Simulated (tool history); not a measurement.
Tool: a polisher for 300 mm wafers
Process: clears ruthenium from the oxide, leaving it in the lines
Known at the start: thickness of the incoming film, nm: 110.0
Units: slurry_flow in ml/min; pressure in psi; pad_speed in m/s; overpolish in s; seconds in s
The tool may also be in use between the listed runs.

Run 1, hour 0.0: slurry_flow 135 ml/min, pressure 1.5 psi, pad_speed 1.24 m/s, overpolish 8 s. Result: seconds 92.432 s.
Run 2, hour 8.9: slurry_flow 135 ml/min, pressure 1.7 psi, pad_speed 1.26 m/s, overpolish 8 s. Result: seconds 79.125 s.
Run 3, hour 16.1: slurry_flow 135 ml/min, pressure 1.8 psi, pad_speed 1.28 m/s, overpolish 8 s. Result: seconds 75.356 s.
Run 4, hour 24.2: slurry_flow 105 ml/min, pressure 1.8 psi, pad_speed 1.28 m/s, overpolish 8 s. Result: seconds 78.499 s.
Run 5, hour 26.4: slurry_flow 105 ml/min, pressure 1.7 psi, pad_speed 1.28 m/s, overpolish 8 s. Result: seconds 82.429 s.
Run 6, hour 30.4: slurry_flow 105 ml/min, pressure 1.7 psi, pad_speed 1.28 m/s, overpolish 6 s. Result: seconds 82.070 s.
Run 7, hour 34.7: slurry_flow 105 ml/min, pressure 1.8 psi, pad_speed 1.30 m/s, overpolish 6 s. Result: seconds 75.014 s.
Run 8, hour 37.8: slurry_flow 105 ml/min, pressure 1.9 psi, pad_speed 1.30 m/s, overpolish 6 s. Result: seconds 74.137 s.
Run 9, hour 41.7: slurry_flow 105 ml/min, pressure 2.0 psi, pad_speed 1.32 m/s, overpolish 6 s. Result: seconds 68.737 s.

Run 10, settings as shown, results not yet in. Your forecast:
Run 10, hour 45.2: slurry_flow 105 ml/min, pressure 2.1 psi, pad_speed 1.32 m/s, overpolish 6 s. Result: seconds ?.

{"run 10": {"seconds": 65.276}}

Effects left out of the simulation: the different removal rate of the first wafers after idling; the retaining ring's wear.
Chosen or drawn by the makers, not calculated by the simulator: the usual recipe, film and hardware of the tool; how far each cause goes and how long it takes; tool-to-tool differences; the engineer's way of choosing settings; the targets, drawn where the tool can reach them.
